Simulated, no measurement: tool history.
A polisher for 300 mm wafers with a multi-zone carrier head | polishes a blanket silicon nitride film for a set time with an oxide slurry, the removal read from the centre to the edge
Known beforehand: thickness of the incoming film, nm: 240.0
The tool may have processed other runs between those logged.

| run | hour | flow of slurry (ml/min) | pressure of the head's centre zone | pressure of the head's middle zone | pressure of the head's edge zone | abrasive content of the slurry | polishing time (s) | film removed at the wafer's centre (Å) | film removed at mid-radius (Å) | film removed at the wafer's edge (Å) |
|---|---|---|---|---|---|---|---|---|---|---|
| 1 | 0.0 | 315 | 1.00 | 1.00 | 1.00 | 1.00 | 33 | 208.01 | 208.73 | 202.94 |
| 2 | 5.4 | 315 | 0.95 | 1.00 | 1.00 | 1.00 | 33 | 197.65 | 207.10 | 207.95 |
| 3 | 9.2 | 315 | 0.95 | 1.05 | 1.00 | 1.00 | 33 | 197.08 | 217.27 | 205.74 |
| 4 | 17.4 | 240 | 0.95 | 1.05 | 1.00 | 1.00 | 33 | 191.31 | 210.45 | 201.08 |
| 5 | 20.9 | 240 | 0.97 | 1.00 | 0.97 | 0.85 | 32 | 174.66 | 183.49 | 178.56 |
| 6 | 21.5 | 240 | 0.99 | 0.95 | 0.94 | 0.75 | 32 | 166.59 | 161.33 | 163.60 |
| 7 | 28.3 | 240 | 0.99 | 0.93 | 0.90 | 0.70 | 32 | 159.85 | 155.10 | 159.31 |
| 8 | 33.4 | 235 | 1.00 | 0.92 | 0.88 | 0.65 | 32 | 159.84 | 147.25 | 149.78 |

Expected results for the next run?
| 9 | 39.5 | 230 | 0.99 | 0.91 | 0.86 | 0.60 | 32 | ? | ? | ? |

Run 9 measured film removed at the wafer's centre (Å) 149.05, film removed at mid-radius (Å) 139.87, film removed at the wafer's edge (Å) 140.31.
